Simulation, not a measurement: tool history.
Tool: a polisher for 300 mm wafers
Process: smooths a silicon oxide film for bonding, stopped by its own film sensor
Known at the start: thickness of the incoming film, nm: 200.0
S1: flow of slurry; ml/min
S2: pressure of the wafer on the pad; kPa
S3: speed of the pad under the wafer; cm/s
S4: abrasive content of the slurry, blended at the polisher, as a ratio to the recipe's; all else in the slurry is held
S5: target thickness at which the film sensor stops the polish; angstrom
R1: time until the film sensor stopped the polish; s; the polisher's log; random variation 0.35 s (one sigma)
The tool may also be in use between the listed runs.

run	day	S1	S2	S3	S4	S5	R1
1	0.000	305	17.2	76	1.0	1760	40.295
2	0.167	380	17.2	76	1.0	1760	38.166
3	0.362	385	19.3	76	1.0	1760	35.282
4	0.533	385	21.4	76	1.0	1760	31.263
5	0.712	385	22.1	76	1.0	1760	30.937
6	1.083	385	22.1	76	1.0	1760	30.923
7	1.417	385	22.1	76	1.0	1760	30.747

The next listed run, before its measurement:
# day 1.675: slurry blender recalibrated
8	1.675	385	24.8	78	1.0	1760	?

Run 8 gave R1 23.926 s.

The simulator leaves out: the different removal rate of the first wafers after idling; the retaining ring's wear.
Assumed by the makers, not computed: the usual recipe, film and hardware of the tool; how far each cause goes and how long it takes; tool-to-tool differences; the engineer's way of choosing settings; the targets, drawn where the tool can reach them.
